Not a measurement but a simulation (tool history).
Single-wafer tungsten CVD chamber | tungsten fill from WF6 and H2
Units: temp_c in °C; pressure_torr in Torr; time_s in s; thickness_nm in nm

run  hour  temp_c  pressure_torr  time_s  thickness_nm
  1     0     390           48.4    35.3        102.23
  2   2.8     395           48.4    35.3        109.85
  3  10.2     397           48.6    35.3        113.45
  4  12.4     399           48.7    35.3        118.03
  5  18.9     399           48.7    36.5        122.35
  6  25.5     400           48.8    36.5        124.74

Run 7, settings as shown, results not yet in. Your forecast:
  7  26.8     401           48.9    36.5             ?

Run 7 came out at thickness_nm 127.74 nm.

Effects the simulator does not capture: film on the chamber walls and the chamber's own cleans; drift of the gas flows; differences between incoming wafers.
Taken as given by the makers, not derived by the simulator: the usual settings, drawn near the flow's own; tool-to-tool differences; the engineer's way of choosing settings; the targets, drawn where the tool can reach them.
